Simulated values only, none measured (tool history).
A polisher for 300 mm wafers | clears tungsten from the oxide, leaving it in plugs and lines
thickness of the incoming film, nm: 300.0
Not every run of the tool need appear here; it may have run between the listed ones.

| run | hour | flow of slurry (ml/min) | pressure of the wafer on the pad (psi) | speed of the pad under the wafer (cm/s) | abrasive content of the slurry | overpolish time after the end point (s) | time until the end point was called (s) |
|---|---|---|---|---|---|---|---|
| 1 | 0 | 240 | 4.8 | 134 | 1 | 4 | 34.103 |
| 2 | 6 | 240 | 4.8 | 120 | 1 | 4 | 38.667 |
| 3 | 10.4 | 240 | 4.8 | 120 | 1 | 4 | 38.778 |
| 4 | 14.3 | 200 | 4.8 | 120 | 1 | 4 | 38.657 |
| 5 | 15.8 | 200 | 4.8 | 92 | 1 | 4 | 48.468 |
| 6 | 24.6 | 200 | 3.6 | 92 | 1 | 4 | 58.81 |
| 7 | 27.9 | 200 | 3.9 | 92 | 1 | 4 | 56.871 |
| 8 | 34.7 | 200 | 4.1 | 92 | 1 | 4 | 55.234 |
| 9 | 35.8 | 200 | 4.3 | 92 | 1 | 4 | 54.03 |
| 10 | 38.6 | 200 | 4.5 | 92 | 1 | 4 | 51.388 |

Predict the results of run 11:
| 11 | 40.4 | 200 | 4.7 | 92 | 1 | 4 | ? |

{"run 11": {"time until the end point was called (s)": 51.09}}

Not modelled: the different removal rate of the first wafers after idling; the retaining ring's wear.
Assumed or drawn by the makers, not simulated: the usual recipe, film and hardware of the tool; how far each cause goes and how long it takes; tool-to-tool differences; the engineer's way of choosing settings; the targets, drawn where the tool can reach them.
